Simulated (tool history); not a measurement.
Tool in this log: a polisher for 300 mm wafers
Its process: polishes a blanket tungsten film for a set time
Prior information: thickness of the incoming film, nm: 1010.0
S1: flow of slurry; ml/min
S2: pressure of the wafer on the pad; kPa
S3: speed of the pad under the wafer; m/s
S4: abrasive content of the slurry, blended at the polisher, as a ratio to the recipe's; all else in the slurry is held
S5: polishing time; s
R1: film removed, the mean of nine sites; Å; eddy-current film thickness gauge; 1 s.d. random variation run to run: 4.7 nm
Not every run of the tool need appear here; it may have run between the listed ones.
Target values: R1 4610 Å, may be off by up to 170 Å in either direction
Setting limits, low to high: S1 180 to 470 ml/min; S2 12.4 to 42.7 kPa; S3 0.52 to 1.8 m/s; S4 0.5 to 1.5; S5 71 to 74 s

Run 1, hour 0: S1 300 ml/min, S2 27.6 kPa, S3 1.16 m/s, S4 1, S5 71 s. Result: R1 3742.6 Å.
Run 2, hour 9: S1 275 ml/min, S2 27.6 kPa, S3 1.16 m/s, S4 1, S5 71 s. Result: R1 3664.3 Å.
Run 3, hour 12.1: S1 275 ml/min, S2 27.6 kPa, S3 1.16 m/s, S4 1, S5 71 s. Result: R1 3780.8 Å.
Run 4, hour 20.4: S1 275 ml/min, S2 28.3 kPa, S3 1.16 m/s, S4 1, S5 71 s. Result: R1 3812.5 Å.
Run 5, hour 21.3: S1 275 ml/min, S2 29 kPa, S3 1.16 m/s, S4 1, S5 71 s. Result: R1 3912.5 Å.
Run 6, hour 28.7: S1 275 ml/min, S2 29 kPa, S3 0.98 m/s, S4 1, S5 71 s. Result: R1 3437.8 Å.
Run 7, hour 32: S1 275 ml/min, S2 36.5 kPa, S3 1 m/s, S4 1, S5 71 s. Result: R1 4369.6 Å.
Run 8, hour 38.3: S1 275 ml/min, S2 36.5 kPa, S3 1 m/s, S4 1, S5 71 s. Result: R1 4416 Å.

Next run, 4 choices. One meets every target within its allowed miss, the rest don't. Which?
Run A, hour 44.6: S1 285 ml/min, S2 34.5 kPa, S3 1.02 m/s, S4 0.95, S5 71 s. Result: R1 ?.
Run B, hour 44.6: S1 250 ml/min, S2 34.5 kPa, S3 1.1 m/s, S4 1.05, S5 72 s. Result: R1 ?.
Run C, hour 44.6: S1 345 ml/min, S2 35.9 kPa, S3 0.86 m/s, S4 1.15, S5 71 s. Result: R1 ?.
Run D, hour 44.6: S1 245 ml/min, S2 36.5 kPa, S3 0.94 m/s, S4 1, S5 72 s. Result: R1 ?.

move      R1
   A  4146.4
   B  4491.5
   C  4094.1
   D  4217.7
A: lands further from the targets than the last run did
B: each result inside its tolerance
C: lands further from the targets than the last run did
D: lands further from the targets than the last run did
B is the move that brings every result within its allowed miss.
